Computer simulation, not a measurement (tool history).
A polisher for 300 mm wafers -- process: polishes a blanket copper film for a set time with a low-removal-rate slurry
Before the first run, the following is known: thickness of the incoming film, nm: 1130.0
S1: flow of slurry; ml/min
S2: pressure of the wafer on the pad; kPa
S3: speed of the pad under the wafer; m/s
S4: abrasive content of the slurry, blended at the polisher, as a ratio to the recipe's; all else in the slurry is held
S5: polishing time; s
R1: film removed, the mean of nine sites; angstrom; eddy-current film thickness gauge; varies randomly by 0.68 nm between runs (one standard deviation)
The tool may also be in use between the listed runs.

Run 1, hour 0: S1 200 ml/min, S2 13.1 kPa, S3 1.08 m/s, S4 1, S5 19 s. Result: R1 322.09 angstrom.
Run 2, hour 2.2: S1 225 ml/min, S2 13.1 kPa, S3 1.08 m/s, S4 1, S5 19 s. Result: R1 321.67 angstrom.
Run 3, hour 9.1: S1 225 ml/min, S2 13.1 kPa, S3 1.08 m/s, S4 0.8, S5 19 s. Result: R1 316.88 angstrom.
Run 4, hour 15.7: S1 225 ml/min, S2 15.2 kPa, S3 1.1 m/s, S4 0.8, S5 19 s. Result: R1 363.71 angstrom.
Run 5, hour 24.2: S1 225 ml/min, S2 15.2 kPa, S3 0.88 m/s, S4 0.8, S5 19 s. Result: R1 291.53 angstrom.
Run 6, hour 28.8: S1 225 ml/min, S2 15.2 kPa, S3 0.78 m/s, S4 0.8, S5 19 s. Result: R1 263.23 angstrom.

For run 7, what comes out?
Run 7, hour 36.1: S1 225 ml/min, S2 15.2 kPa, S3 0.78 m/s, S4 0.8, S5 19 s. Result: R1 ?.

Run 7 gave R1 263.01 angstrom.
